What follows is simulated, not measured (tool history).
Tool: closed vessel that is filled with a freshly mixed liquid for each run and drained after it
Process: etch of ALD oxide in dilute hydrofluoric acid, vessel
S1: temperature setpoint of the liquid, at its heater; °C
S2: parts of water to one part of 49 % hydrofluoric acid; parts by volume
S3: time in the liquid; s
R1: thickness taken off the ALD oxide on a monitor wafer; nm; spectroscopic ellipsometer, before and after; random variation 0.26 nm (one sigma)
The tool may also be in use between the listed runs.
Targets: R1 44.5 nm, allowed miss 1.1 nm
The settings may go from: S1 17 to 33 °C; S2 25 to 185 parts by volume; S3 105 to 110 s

run	hour	S1	S2	S3	R1
1	0	25	105	105	27.289
2	7.4	26	105	105	28.237
3	8.5	26	75	105	41.054
4	12.1	26	105	105	28.559
5	21.1	27	105	105	29.673
6	24.2	27	105	110	30.789
7	25.5	27.5	105	110	31.483
8	33.9	28	105	110	31.97
9	36.1	28.5	105	110	32.629

5 next moves are on the table. One of them brings every result within its allowed miss. Which?
A	38.3	29.5	120	105	?
B	38.3	30	90	110	?
C	38.3	32.5	105	110	?
D	38.3	30.5	85	110	?
E	38.3	28.5	70	110	?

move	R1
A	27.674
B	41.068
C	37.789
D	44.637
E	51.298
A: further off than the last run
B: nearer than the last run, and not there yet
C: nearer than the last run, and not there yet
D: meets every target
E: takes the result that was furthest off past its target
The right move is D.
